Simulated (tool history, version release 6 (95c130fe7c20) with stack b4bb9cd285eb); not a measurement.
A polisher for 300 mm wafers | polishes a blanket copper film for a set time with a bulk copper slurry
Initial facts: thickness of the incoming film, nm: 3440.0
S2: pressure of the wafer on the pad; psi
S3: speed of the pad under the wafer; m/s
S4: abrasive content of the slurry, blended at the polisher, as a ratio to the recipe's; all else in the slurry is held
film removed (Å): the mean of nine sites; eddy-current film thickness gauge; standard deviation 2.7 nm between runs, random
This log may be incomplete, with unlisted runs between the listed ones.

{"run": 1, "hour": 0.0, "flow of slurry (ml/min)": 270, "S2": 3.5, "S3": 1.32, "S4": 1.0, "polishing time (s)": 57, "film removed (Å)": 6317.9}
{"run": 2, "hour": 4.0, "flow of slurry (ml/min)": 270, "S2": 2.9, "S3": 1.16, "S4": 1.0, "polishing time (s)": 57, "film removed (Å)": 4675.7}
{"run": 3, "hour": 11.7, "flow of slurry (ml/min)": 270, "S2": 2.9, "S3": 1.16, "S4": 0.8, "polishing time (s)": 57, "film removed (Å)": 4366.6}
{"run": 4, "hour": 14.0, "flow of slurry (ml/min)": 270, "S2": 2.9, "S3": 1.16, "S4": 0.65, "polishing time (s)": 57, "film removed (Å)": 4118.2}
{"run": 5, "hour": 22.8, "flow of slurry (ml/min)": 270, "S2": 2.4, "S3": 1.16, "S4": 0.65, "polishing time (s)": 57, "film removed (Å)": 3347.7}
{"run": 6, "hour": 30.5, "flow of slurry (ml/min)": 270, "S2": 3.3, "S3": 1.16, "S4": 0.65, "polishing time (s)": 57, "film removed (Å)": 4654.6}
{"run": 7, "hour": 31.8, "flow of slurry (ml/min)": 270, "S2": 2.8, "S3": 1.14, "S4": 0.65, "polishing time (s)": 57, "film removed (Å)": 3855.1}

Run 8 has not been measured yet. What should we expect?
{"hour": 37.4, "done": "worn pad replaced by a new one"}
{"run": 8, "hour": 37.4, "flow of slurry (ml/min)": 270, "S2": 1.8, "S3": 1.08, "S4": 0.65, "polishing time (s)": 57, "film removed (Å)": "?"}

For run 8 the tool returned film removed (Å) 2785.9.
